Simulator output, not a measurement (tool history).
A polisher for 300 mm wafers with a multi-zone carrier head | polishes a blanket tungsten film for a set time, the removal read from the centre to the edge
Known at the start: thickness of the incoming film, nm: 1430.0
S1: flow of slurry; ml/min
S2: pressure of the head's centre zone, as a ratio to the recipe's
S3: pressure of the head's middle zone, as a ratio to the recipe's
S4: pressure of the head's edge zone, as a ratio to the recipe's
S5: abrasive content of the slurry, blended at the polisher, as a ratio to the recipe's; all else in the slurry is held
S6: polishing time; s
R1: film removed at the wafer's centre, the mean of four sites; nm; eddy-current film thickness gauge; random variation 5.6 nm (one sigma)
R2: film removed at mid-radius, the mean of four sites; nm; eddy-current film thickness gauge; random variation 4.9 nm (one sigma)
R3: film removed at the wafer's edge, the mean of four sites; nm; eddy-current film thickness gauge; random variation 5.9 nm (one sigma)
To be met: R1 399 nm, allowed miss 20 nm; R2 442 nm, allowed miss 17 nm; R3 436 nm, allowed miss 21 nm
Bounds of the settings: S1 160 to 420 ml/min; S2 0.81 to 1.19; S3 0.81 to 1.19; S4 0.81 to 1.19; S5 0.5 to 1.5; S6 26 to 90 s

run	hour	S1	S2	S3	S4	S5	S6	R1	R2	R3
1	0	270	1	1	1	1	58	457.99	492.93	520.52
2	4.3	270	1	1	1	1	46	369.07	396.6	402.68
3	12	215	1	1	1	1	46	354.85	385.48	404.56
4	16	215	1	1	1	1.1	46	359.4	399.57	408.8
5	23.2	215	1	1.03	1	1.1	46	364.3	402.98	406.98
6	26	215	1	1.03	1	1.2	46	369.23	413.76	422.06
7	26.8	220	1	1.03	1	1.2	46	365.87	414.07	417.72
# hour 28.2: centre zone pressure recalibrated
8	28.2	235	1.03	1.05	1.01	1.25	46	422.47	424.22	436.07
9	29	225	1.01	1.07	1	1.3	46	440.53	432.18	428.23
10	33.4	220	1	1.07	1	1.3	46	430.24	429.24	420.24

Which of these 5 next moves meets every target?
A	37.8	185	0.89	1.05	0.95	1.1	51	?	?	?
B	37.8	255	1.11	1.06	1.06	1.35	43	?	?	?
C	37.8	180	0.94	1.05	0.97	1.05	48	?	?	?
D	37.8	160	0.93	0.93	0.96	1.1	52	?	?	?
E	37.8	220	1.1	1.03	1.1	1.45	45	?	?	?

move	R1	R2	R3
A	391.85	445.14	439.44
B	446.2	413.78	423.83
C	381.51	412.41	411.74
D	404.57	408.78	443.06
E	461.89	424.58	453.9
A: meets every target
B: further off than the last run
C: brings the result that was furthest off to its target, and leaves another outside
D: brings the result that was furthest off to its target, and leaves another outside
E: further off than the last run
Answer: A

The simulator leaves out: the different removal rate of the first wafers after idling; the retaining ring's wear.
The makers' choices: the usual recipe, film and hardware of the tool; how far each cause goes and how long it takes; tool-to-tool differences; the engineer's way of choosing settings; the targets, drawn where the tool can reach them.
